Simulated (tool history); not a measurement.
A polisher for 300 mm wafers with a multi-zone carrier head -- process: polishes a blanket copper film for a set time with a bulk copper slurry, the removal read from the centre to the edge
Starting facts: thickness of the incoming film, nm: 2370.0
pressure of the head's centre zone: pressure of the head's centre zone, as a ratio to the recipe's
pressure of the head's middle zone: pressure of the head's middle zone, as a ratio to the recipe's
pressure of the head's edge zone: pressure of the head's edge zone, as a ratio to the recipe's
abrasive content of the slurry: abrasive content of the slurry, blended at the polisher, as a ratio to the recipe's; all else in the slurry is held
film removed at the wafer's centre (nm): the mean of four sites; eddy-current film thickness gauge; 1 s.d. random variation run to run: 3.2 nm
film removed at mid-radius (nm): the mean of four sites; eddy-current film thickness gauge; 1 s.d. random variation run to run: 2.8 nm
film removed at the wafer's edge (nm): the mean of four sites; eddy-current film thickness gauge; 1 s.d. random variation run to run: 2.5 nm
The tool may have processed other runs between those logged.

run    day  flow of slurry (ml/min)  pressure of the head's centre zone  pressure of the head's middle zone  pressure of the head's edge zone  abrasive content of the slurry  polishing time (s)  film removed at the wafer's centre (nm)  film removed at mid-radius (nm)  film removed at the wafer's edge (nm)
  1      0                      240                                   1                                   1                                 1                               1                  53                                   306.55                           311.32                                 323.51
  2  0.208                      240                                1.04                                   1                                 1                               1                  53                                   318.05                           312.21                                 316.63
  3  0.267                      240                                1.04                                   1                                 1                            0.85                  53                                   305.04                           297.57                                 305.27
  4  0.292                      240                                1.04                                   1                              1.06                            0.85                  53                                   307.84                           298.54                                 314.76
     0.625  -- slurry nozzle cleaned
  5  0.625                      240                                1.04                                   1                              1.06                             0.9                  53                                   342.76                           328.82                                 337.69
  6  0.671                      240                                1.04                                   1                              1.12                             0.9                  53                                   333.77                            324.5                                 342.94
  7  0.846                      245                                1.04                                1.03                              1.08                            0.85                  52                                   325.93                           323.96                                 321.08
  8  1.125                      250                                1.03                                1.04                              1.05                             0.8                  51                                   302.77                           313.14                                 307.54

For run 9, what comes out?
  9  1.242                      245                                1.13                                1.14                              0.95                            0.55                  38                                        ?                                ?                                      ?

film removed at the wafer's centre (nm): 222.8
film removed at mid-radius (nm): 228.68
film removed at the wafer's edge (nm): 190.28
